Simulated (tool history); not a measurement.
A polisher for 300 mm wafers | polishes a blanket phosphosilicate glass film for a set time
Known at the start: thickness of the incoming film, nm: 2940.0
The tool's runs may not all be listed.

run  hour  flow of slurry (ml/min)  pressure of the wafer on the pad (kPa)  speed of the pad under the wafer (cm/s)  abrasive content of the slurry  polishing time (s)  film removed (angstrom)
  1   0.0                      195                                    24.1                                      126                             1.0                  58                   6736.7
  2   5.0                      190                                    21.4                                      126                             1.0                  58                   6075.7
  3  11.1                      190                                    26.2                                      126                             1.0                  58                   7346.1
  4  14.2                      190                                    23.4                                      124                             1.0                  58                   6621.3
  5  22.0                      190                                    20.7                                      120                             1.0                  58                   5717.9
  6  28.3                      160                                    20.7                                      120                             1.0                  58                   5498.6
  7  29.9                      155                                    19.3                                      120                             1.0                  58                   5279.1
  8  30.6                      155                                    17.9                                      120                             1.0                  58                   4928.1

The next listed run, before its measurement:
  9  37.1                      150                                    16.5                                      120                             1.0                  58                        ?

film removed (angstrom): 4594.2
